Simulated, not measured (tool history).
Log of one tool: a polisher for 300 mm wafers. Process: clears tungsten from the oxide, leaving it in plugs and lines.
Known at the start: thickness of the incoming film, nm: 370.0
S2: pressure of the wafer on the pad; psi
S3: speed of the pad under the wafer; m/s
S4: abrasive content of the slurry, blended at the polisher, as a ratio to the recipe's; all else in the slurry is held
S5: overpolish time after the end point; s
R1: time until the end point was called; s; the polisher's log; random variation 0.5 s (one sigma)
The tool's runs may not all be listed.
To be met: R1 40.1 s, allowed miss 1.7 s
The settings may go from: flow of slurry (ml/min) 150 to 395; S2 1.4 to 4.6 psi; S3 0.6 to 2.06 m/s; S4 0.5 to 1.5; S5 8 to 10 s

Run 1, hour 0: flow of slurry (ml/min) 250, S2 3 psi, S3 1.32 m/s, S4 1, S5 10 s. Result: R1 70.979 s.
Run 2, hour 7.9: flow of slurry (ml/min) 250, S2 3.3 psi, S3 1.34 m/s, S4 1, S5 10 s. Result: R1 64.746 s.
Run 3, hour 13.9: flow of slurry (ml/min) 250, S2 3.6 psi, S3 1.38 m/s, S4 1, S5 10 s. Result: R1 57.563 s.
Run 4, hour 16.7: flow of slurry (ml/min) 250, S2 3.8 psi, S3 1.4 m/s, S4 1, S5 10 s. Result: R1 54.755 s.
Run 5, hour 19.6: flow of slurry (ml/min) 250, S2 4 psi, S3 1.44 m/s, S4 1, S5 10 s. Result: R1 50.127 s.
Run 6, hour 24.5: flow of slurry (ml/min) 250, S2 4.1 psi, S3 1.46 m/s, S4 1, S5 10 s. Result: R1 47.969 s.
Run 7, hour 26: flow of slurry (ml/min) 250, S2 4.2 psi, S3 1.48 m/s, S4 1, S5 10 s. Result: R1 47.138 s.
Run 8, hour 27.4: flow of slurry (ml/min) 250, S2 4.3 psi, S3 1.5 m/s, S4 1, S5 10 s. Result: R1 46.278 s.
Run 9, hour 35.6: flow of slurry (ml/min) 250, S2 4.4 psi, S3 1.52 m/s, S4 1, S5 10 s. Result: R1 43.279 s.
Run 10, hour 42.2: flow of slurry (ml/min) 250, S2 4.5 psi, S3 1.54 m/s, S4 1, S5 10 s. Result: R1 42.772 s.

5 next moves are on the table. One of them brings every result within its allowed miss. Which?
Run A, hour 48.8: flow of slurry (ml/min) 265, S2 3.6 psi, S3 1.54 m/s, S4 1.2, S5 8 s. Result: R1 ?.
Run B, hour 48.8: flow of slurry (ml/min) 300, S2 4.1 psi, S3 1.58 m/s, S4 1.3, S5 10 s. Result: R1 ?.
Run C, hour 48.8: flow of slurry (ml/min) 265, S2 4.4 psi, S3 1.58 m/s, S4 0.85, S5 8 s. Result: R1 ?.
Run D, hour 48.8: flow of slurry (ml/min) 290, S2 4.2 psi, S3 1.6 m/s, S4 0.9, S5 10 s. Result: R1 ?.
Run E, hour 48.8: flow of slurry (ml/min) 270, S2 4.3 psi, S3 1.52 m/s, S4 1.05, S5 10 s. Result: R1 ?.

move      R1
   A  47.591
   B  39.869
   C  42.965
   D   43.09
   E  42.653
A: further off than the last run
B: meets every target
C: further off than the last run
D: further off than the last run
E: as far off as the last run
The right move is B.

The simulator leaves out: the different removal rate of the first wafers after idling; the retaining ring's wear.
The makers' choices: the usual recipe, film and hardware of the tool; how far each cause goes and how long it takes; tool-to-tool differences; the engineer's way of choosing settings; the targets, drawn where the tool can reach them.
